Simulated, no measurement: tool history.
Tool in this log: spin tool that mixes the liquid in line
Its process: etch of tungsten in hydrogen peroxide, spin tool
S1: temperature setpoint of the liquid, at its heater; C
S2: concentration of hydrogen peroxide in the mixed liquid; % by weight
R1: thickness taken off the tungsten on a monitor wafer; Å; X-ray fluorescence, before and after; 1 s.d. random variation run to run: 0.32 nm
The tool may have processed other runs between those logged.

{"run": 1, "day": 0.0, "S1": 55, "S2": 19.5, "time under the liquid (s)": 15, "R1": 613.26}
{"run": 2, "day": 0.271, "S1": 54.5, "S2": 19.5, "time under the liquid (s)": 15, "R1": 594.5}
{"run": 3, "day": 0.625, "S1": 57.5, "S2": 19.5, "time under the liquid (s)": 15, "R1": 698.32}
{"run": 4, "day": 0.804, "S1": 56.5, "S2": 19.5, "time under the liquid (s)": 15, "R1": 664.03}
{"run": 5, "day": 1.025, "S1": 56.5, "S2": 19.5, "time under the liquid (s)": 15, "R1": 658.35}
{"run": 6, "day": 1.117, "S1": 60.5, "S2": 19.5, "time under the liquid (s)": 15, "R1": 843.78}

Expected results for the next run?
{"run": 7, "day": 1.396, "S1": 59, "S2": 19.5, "time under the liquid (s)": 15, "R1": "?"}

{"run 7": {"R1": 770.41}}
